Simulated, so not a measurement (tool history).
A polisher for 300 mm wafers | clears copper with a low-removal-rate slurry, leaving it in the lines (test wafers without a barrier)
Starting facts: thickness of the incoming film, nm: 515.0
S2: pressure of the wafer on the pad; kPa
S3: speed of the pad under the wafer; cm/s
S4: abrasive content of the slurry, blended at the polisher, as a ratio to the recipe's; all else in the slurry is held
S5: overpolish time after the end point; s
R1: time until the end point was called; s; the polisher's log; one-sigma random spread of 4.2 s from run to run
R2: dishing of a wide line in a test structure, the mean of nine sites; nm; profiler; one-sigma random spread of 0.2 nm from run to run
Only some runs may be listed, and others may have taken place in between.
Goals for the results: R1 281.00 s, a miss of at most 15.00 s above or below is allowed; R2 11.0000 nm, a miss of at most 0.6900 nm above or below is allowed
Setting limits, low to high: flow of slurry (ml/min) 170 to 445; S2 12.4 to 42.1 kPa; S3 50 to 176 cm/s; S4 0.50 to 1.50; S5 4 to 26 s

{"run": 1, "hour": 0.0, "flow of slurry (ml/min)": 285, "S2": 26.9, "S3": 112, "S4": 1.0, "S5": 13, "R1": 125.42, "R2": 33.055}
{"run": 2, "hour": 6.3, "flow of slurry (ml/min)": 285, "S2": 26.9, "S3": 112, "S4": 1.2, "S5": 13, "R1": 123.63, "R2": 33.591}
{"run": 3, "hour": 10.6, "flow of slurry (ml/min)": 280, "S2": 24.1, "S3": 98, "S4": 1.2, "S5": 11, "R1": 155.54, "R2": 24.461}
{"run": 4, "hour": 15.8, "flow of slurry (ml/min)": 280, "S2": 24.1, "S3": 98, "S4": 1.2, "S5": 8, "R1": 149.68, "R2": 19.524}
{"run": 5, "hour": 19.2, "flow of slurry (ml/min)": 280, "S2": 24.1, "S3": 84, "S4": 1.2, "S5": 8, "R1": 174.68, "R2": 17.206}
{"run": 6, "hour": 22.6, "flow of slurry (ml/min)": 235, "S2": 24.1, "S3": 84, "S4": 1.2, "S5": 8, "R1": 172.86, "R2": 17.097}
{"run": 7, "hour": 23.6, "flow of slurry (ml/min)": 235, "S2": 21.4, "S3": 82, "S4": 1.2, "S5": 8, "R1": 200.72, "R2": 14.991}
{"run": 8, "hour": 27.5, "flow of slurry (ml/min)": 235, "S2": 19.3, "S3": 82, "S4": 1.2, "S5": 8, "R1": 229.79, "R2": 13.645}
{"run": 9, "hour": 35.0, "flow of slurry (ml/min)": 235, "S2": 17.9, "S3": 82, "S4": 1.2, "S5": 8, "R1": 238.86, "R2": 13.102}
{"run": 10, "hour": 36.9, "flow of slurry (ml/min)": 235, "S2": 12.4, "S3": 80, "S4": 1.2, "S5": 7, "R1": 340.89, "R2": 7.9844}
{"run": 11, "hour": 38.6, "flow of slurry (ml/min)": 235, "S2": 12.4, "S3": 80, "S4": 1.2, "S5": 7, "R1": 342.04, "R2": 7.9001}
{"run": 12, "hour": 46.1, "flow of slurry (ml/min)": 235, "S2": 13.1, "S3": 80, "S4": 1.2, "S5": 7, "R1": 316.55, "R2": 8.3241}
{"run": 13, "hour": 48.8, "flow of slurry (ml/min)": 235, "S2": 13.8, "S3": 80, "S4": 1.2, "S5": 7, "R1": 308.92, "R2": 9.0341}
{"run": 14, "hour": 51.1, "flow of slurry (ml/min)": 235, "S2": 14.5, "S3": 80, "S4": 1.2, "S5": 7, "R1": 304.68, "R2": 9.3986}
{"run": 15, "hour": 56.5, "flow of slurry (ml/min)": 235, "S2": 15.2, "S3": 80, "S4": 1.2, "S5": 7, "R1": 284.67, "R2": 9.8191}

Which of these 5 next moves meets every target?
{"run": "A", "hour": 61.9, "flow of slurry (ml/min)": 170, "S2": 17.9, "S3": 68, "S4": 1.4, "S5": 7, "R1": "?", "R2": "?"}
{"run": "B", "hour": 61.9, "flow of slurry (ml/min)": 295, "S2": 14.5, "S3": 84, "S4": 1.3, "S5": 8, "R1": "?", "R2": "?"}
{"run": "C", "hour": 61.9, "flow of slurry (ml/min)": 200, "S2": 12.4, "S3": 112, "S4": 1.05, "S5": 9, "R1": "?", "R2": "?"}
{"run": "D", "hour": 61.9, "flow of slurry (ml/min)": 230, "S2": 12.4, "S3": 88, "S4": 1.1, "S5": 8, "R1": "?", "R2": "?"}
{"run": "E", "hour": 61.9, "flow of slurry (ml/min)": 285, "S2": 16.5, "S3": 72, "S4": 1.2, "S5": 9, "R1": "?", "R2": "?"}

move=A R1=283.13 R2=9.9743
move=B R1=282.04 R2=11.2910
move=C R1=280.96 R2=12.5780
move=D R1=331.61 R2=9.7051
move=E R1=283.23 R2=12.5470
A: closes in on the targets versus the last run, not all within tolerance yet
B: every result lands within tolerance
C: takes the biggest miss from the last run beyond its target
D: its largest miss is bigger than the last run's
E: takes the biggest miss from the last run beyond its target
B is the move that brings every result within its allowed miss.

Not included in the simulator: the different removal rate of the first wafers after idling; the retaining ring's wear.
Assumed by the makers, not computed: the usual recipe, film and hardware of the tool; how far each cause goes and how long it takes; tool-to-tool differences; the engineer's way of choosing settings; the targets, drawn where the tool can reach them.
